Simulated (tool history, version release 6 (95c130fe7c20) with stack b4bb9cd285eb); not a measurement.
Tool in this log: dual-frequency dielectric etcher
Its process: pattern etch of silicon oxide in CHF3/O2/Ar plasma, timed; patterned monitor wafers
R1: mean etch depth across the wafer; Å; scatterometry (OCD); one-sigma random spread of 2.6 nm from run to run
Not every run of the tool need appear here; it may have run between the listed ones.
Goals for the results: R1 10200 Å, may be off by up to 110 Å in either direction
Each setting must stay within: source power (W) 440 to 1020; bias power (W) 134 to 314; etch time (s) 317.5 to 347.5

{"run": 1, "hour": 0.0, "source power (W)": 730, "bias power (W)": 224, "etch time (s)": 347.5, "R1": 8926.5}
{"run": 2, "hour": 2.4, "source power (W)": 730, "bias power (W)": 264, "etch time (s)": 347.5, "R1": 9383.1}
{"run": 3, "hour": 8.4, "source power (W)": 730, "bias power (W)": 239, "etch time (s)": 347.5, "R1": 9088.6}
{"run": 4, "hour": 13.2, "source power (W)": 750, "bias power (W)": 240, "etch time (s)": 347.5, "R1": 9188.2}
{"run": 5, "hour": 22.1, "source power (W)": 770, "bias power (W)": 241, "etch time (s)": 347.5, "R1": 9274.3}
{"run": 6, "hour": 25.7, "source power (W)": 770, "bias power (W)": 241, "etch time (s)": 317.5, "R1": 8482.2}
{"run": 7, "hour": 32.9, "source power (W)": 770, "bias power (W)": 241, "etch time (s)": 317.5, "R1": 8462.6}
{"run": 8, "hour": 36.2, "source power (W)": 790, "bias power (W)": 249, "etch time (s)": 320, "R1": 8702.1}
{"run": 9, "hour": 39.4, "source power (W)": 810, "bias power (W)": 256, "etch time (s)": 322, "R1": 8924.3}
{"run": 10, "hour": 40.7, "source power (W)": 830, "bias power (W)": 262, "etch time (s)": 322.5, "R1": 9042.8}

Exercise: of the 5 proposed moves below, exactly one satisfies all targets within the stated allowed misses. Which move is it?
{"run": "A", "hour": 42.0, "source power (W)": 820, "bias power (W)": 269, "etch time (s)": 345, "R1": "?"}
{"run": "B", "hour": 42.0, "source power (W)": 930, "bias power (W)": 311, "etch time (s)": 317.5, "R1": "?"}
{"run": "C", "hour": 42.0, "source power (W)": 790, "bias power (W)": 263, "etch time (s)": 339, "R1": "?"}
{"run": "D", "hour": 42.0, "source power (W)": 900, "bias power (W)": 307, "etch time (s)": 335, "R1": "?"}
{"run": "E", "hour": 42.0, "source power (W)": 820, "bias power (W)": 285, "etch time (s)": 342, "R1": "?"}

move=A R1=9740.5
move=B R1=9822.9
move=C R1=9382
move=D R1=10206
move=E R1=9847
A: closer than the last run, but not yet in spec
B: closer than the last run, but not yet in spec
C: closer than the last run, but not yet in spec
D: meets every target
E: closer than the last run, but not yet in spec
Move D is the one to make.
